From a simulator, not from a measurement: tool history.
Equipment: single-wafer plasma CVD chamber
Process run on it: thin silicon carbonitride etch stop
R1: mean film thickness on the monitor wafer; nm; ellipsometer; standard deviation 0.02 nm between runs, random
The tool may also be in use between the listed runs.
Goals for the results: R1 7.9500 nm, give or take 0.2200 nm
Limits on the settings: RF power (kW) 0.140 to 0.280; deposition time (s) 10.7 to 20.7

{"run": 1, "day": 0.0, "RF power (kW)": 0.21, "deposition time (s)": 15.7, "R1": 9.2948}
{"run": 2, "day": 0.092, "RF power (kW)": 0.23, "deposition time (s)": 15.7, "R1": 9.5639}
{"run": 3, "day": 0.217, "RF power (kW)": 0.23, "deposition time (s)": 17.5, "R1": 10.645}
{"run": 4, "day": 0.562, "RF power (kW)": 0.23, "deposition time (s)": 18.3, "R1": 11.172}
{"run": 5, "day": 0.771, "RF power (kW)": 0.215, "deposition time (s)": 16.8, "R1": 10.006}
{"run": 6, "day": 1.112, "RF power (kW)": 0.215, "deposition time (s)": 18.8, "R1": 11.158}
{"run": 7, "day": 1.275, "RF power (kW)": 0.2, "deposition time (s)": 17.3, "R1": 10.055}
{"run": 8, "day": 1.392, "RF power (kW)": 0.2, "deposition time (s)": 17.3, "R1": 10.057}
{"run": 9, "day": 1.696, "RF power (kW)": 0.19, "deposition time (s)": 16.2, "R1": 9.2846}
{"run": 10, "day": 2.042, "RF power (kW)": 0.18, "deposition time (s)": 15.5, "R1": 8.6985}
{"run": 11, "day": 2.312, "RF power (kW)": 0.175, "deposition time (s)": 15.2, "R1": 8.4004}
{"run": 12, "day": 2.45, "RF power (kW)": 0.17, "deposition time (s)": 15.1, "R1": 8.2781}

Consider the 4 candidate settings below. Which is the only one whose results all fall within their allowed miss of target?
{"run": "A", "day": 2.588, "RF power (kW)": 0.215, "deposition time (s)": 15.2, "R1": "?"}
{"run": "B", "day": 2.588, "RF power (kW)": 0.185, "deposition time (s)": 15.2, "R1": "?"}
{"run": "C", "day": 2.588, "RF power (kW)": 0.18, "deposition time (s)": 14.1, "R1": "?"}
{"run": "D", "day": 2.588, "RF power (kW)": 0.18, "deposition time (s)": 16.1, "R1": "?"}

move=A R1=9.0793
move=B R1=8.6200
move=C R1=7.9198
move=D R1=9.0432
A: moves away from the targets compared with the last run
B: moves away from the targets compared with the last run
C: every result within its allowed miss
D: moves away from the targets compared with the last run
Move C is the one to make.

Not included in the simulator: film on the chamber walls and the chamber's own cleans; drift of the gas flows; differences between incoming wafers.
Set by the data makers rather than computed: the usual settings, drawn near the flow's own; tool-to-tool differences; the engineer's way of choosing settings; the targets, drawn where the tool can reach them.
